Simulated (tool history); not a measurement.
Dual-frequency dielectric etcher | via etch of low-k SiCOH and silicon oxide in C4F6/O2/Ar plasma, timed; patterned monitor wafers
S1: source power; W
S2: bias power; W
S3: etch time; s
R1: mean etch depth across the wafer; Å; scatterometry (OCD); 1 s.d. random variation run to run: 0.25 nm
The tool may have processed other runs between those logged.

run  hour   S1   S2  S3      R1
  1   0.0  260  173  34  635.80
  2   6.6  250  169  34  616.62
  3  10.6  240  167  34  606.58
  4  13.2  200  167  34  555.83
  5  21.5  180  165  34  522.30
  6  22.0  180  179  34  543.45

Run 7 has not been measured yet. What should we expect?
  7  30.3  180  178  34   ?

R1: 541.13 Å
